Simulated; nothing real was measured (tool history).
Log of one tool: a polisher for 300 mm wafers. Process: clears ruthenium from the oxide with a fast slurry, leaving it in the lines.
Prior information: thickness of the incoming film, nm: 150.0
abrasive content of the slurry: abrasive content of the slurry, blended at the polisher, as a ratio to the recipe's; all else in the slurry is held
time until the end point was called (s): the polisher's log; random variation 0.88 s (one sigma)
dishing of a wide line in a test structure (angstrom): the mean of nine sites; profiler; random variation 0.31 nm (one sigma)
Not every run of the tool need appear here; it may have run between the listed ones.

run	day	flow of slurry (ml/min)	pressure of the wafer on the pad (kPa)	speed of the pad under the wafer (cm/s)	abrasive content of the slurry	overpolish time after the end point (s)	time until the end point was called (s)	dishing of a wide line in a test structure (angstrom)
1	0	225	16.5	84	1	9	50.265	228.16
2	0.208	260	16.5	84	1	9	47.813	217.97
3	0.471	260	15.9	84	1	9	49.568	216.9
4	0.775	260	15.2	84	1	9	53.747	204.74
5	0.912	260	17.2	84	1	9	47.481	228.77
6	0.938	265	16.5	84	1	9	49.364	224.32

The next listed run, before its measurement:
7	1.192	265	15.9	84	1	9	?	?

Run 7 gave time until the end point was called (s) 50.338, dishing of a wide line in a test structure (angstrom) 213.37.
